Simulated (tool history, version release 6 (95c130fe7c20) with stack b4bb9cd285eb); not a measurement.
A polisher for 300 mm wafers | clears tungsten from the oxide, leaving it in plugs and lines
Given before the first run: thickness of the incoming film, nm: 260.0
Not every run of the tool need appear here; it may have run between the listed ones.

run  hour  flow of slurry (ml/min)  pressure of the wafer on the pad (psi)  speed of the pad under the wafer (m/s)  abrasive content of the slurry  overpolish time after the end point (s)  time until the end point was called (s)
  1     0                      185                                     2.9                                    0.86                               1                                       22                                   87.017
  2   8.2                      190                                     3.4                                    0.86                               1                                       22                                   72.978
  3  12.2                      190                                     3.4                                    1.04                               1                                       22                                   63.644
  4  14.4                      195                                     3.6                                    1.04                               1                                       22                                   59.919
  5  16.2                      155                                     3.6                                    1.04                               1                                       22                                   63.875
  6  24.4                      155                                     3.6                                    1.04                               1                                       23                                   61.901
  7  25.7                      175                                     3.7                                    1.04                               1                                       23                                   59.942

For run 8, what comes out?
  8  34.1                      195                                     3.8                                    1.04                               1                                       23                                        ?

{"run 8": {"time until the end point was called (s)": 56.856}}
